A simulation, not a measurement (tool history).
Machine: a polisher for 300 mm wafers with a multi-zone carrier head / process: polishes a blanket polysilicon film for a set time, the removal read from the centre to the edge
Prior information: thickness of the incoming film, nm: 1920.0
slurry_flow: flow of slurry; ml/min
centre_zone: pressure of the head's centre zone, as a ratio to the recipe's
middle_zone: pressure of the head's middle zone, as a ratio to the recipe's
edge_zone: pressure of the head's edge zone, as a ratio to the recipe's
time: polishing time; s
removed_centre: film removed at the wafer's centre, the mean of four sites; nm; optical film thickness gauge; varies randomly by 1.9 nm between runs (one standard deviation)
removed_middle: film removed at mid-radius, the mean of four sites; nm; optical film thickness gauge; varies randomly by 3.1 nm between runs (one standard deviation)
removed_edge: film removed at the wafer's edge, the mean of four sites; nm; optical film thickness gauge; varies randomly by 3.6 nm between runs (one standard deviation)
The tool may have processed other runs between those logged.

run  hour  slurry_flow  centre_zone  middle_zone  edge_zone  time  removed_centre  removed_middle  removed_edge
  1   0.0          275         1.00         1.00       1.00    70          362.58          367.70        357.16
  2   2.7          275         1.06         1.00       1.00    70          382.65          365.86        354.61
  3   9.8          275         1.05         0.98       0.98    67          361.44          343.80        341.03
  4  16.8          275         1.13         0.98       0.98    67          390.19          348.67        340.51
  5  23.6          320         1.13         0.98       0.98    67          392.40          349.17        343.54
  6  27.2          320         1.10         0.98       0.98    67          384.39          348.03        343.03
  7  29.4          320         1.08         0.97       0.96    64          359.79          328.15        327.72

What does the tool deliver on the next run?
  8  31.2          285         1.00         0.92       0.86    53               ?               ?             ?

Run 8 yielded removed_centre 277.76 nm, removed_middle 257.63 nm, removed_edge 256.77 nm.
